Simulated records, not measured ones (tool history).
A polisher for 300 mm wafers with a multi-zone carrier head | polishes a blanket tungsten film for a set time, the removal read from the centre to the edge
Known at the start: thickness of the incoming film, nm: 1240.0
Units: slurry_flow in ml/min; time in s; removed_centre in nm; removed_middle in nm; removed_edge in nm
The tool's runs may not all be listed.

Run 1, hour 0.0: slurry_flow 265 ml/min, centre_zone 1.00, middle_zone 1.00, edge_zone 1.00, slurry_solids 1.00, time 78 s. Result: removed_centre 333.92 nm, removed_middle 327.01 nm, removed_edge 337.86 nm.
Run 2, hour 6.2: slurry_flow 330 ml/min, centre_zone 1.00, middle_zone 1.00, edge_zone 1.00, slurry_solids 1.00, time 78 s. Result: removed_centre 347.44 nm, removed_middle 341.11 nm, removed_edge 346.86 nm.
Run 3, hour 11.0: slurry_flow 330 ml/min, centre_zone 1.00, middle_zone 0.95, edge_zone 1.00, slurry_solids 1.00, time 78 s. Result: removed_centre 344.26 nm, removed_middle 325.84 nm, removed_edge 348.49 nm.
Run 4, hour 14.1: slurry_flow 330 ml/min, centre_zone 1.00, middle_zone 0.96, edge_zone 1.02, slurry_solids 1.10, time 80 s. Result: removed_centre 361.43 nm, removed_middle 347.71 nm, removed_edge 364.44 nm.
Run 5, hour 20.6: slurry_flow 330 ml/min, centre_zone 1.00, middle_zone 0.96, edge_zone 1.02, slurry_solids 1.10, time 68 s. Result: removed_centre 310.68 nm, removed_middle 296.90 nm, removed_edge 313.34 nm.
Run 6, hour 28.9: slurry_flow 325 ml/min, centre_zone 1.00, middle_zone 0.96, edge_zone 1.04, slurry_solids 1.15, time 72 s. Result: removed_centre 332.77 nm, removed_middle 316.38 nm, removed_edge 337.31 nm.
Run 7, hour 37.9: slurry_flow 320 ml/min, centre_zone 1.00, middle_zone 0.96, edge_zone 1.06, slurry_solids 1.20, time 75 s. Result: removed_centre 346.46 nm, removed_middle 325.47 nm, removed_edge 358.41 nm.
Run 8, hour 39.7: slurry_flow 315 ml/min, centre_zone 1.00, middle_zone 0.97, edge_zone 1.07, slurry_solids 1.25, time 77 s. Result: removed_centre 361.12 nm, removed_middle 346.91 nm, removed_edge 370.55 nm.

The next listed run, before its measurement:
Run 9, hour 45.6: slurry_flow 315 ml/min, centre_zone 1.00, middle_zone 0.97, edge_zone 1.07, slurry_solids 1.25, time 77 s. Result: removed_centre ?, removed_middle ?, removed_edge ?.

Run 9 gave removed_centre 359.53 nm, removed_middle 343.55 nm, removed_edge 371.29 nm.
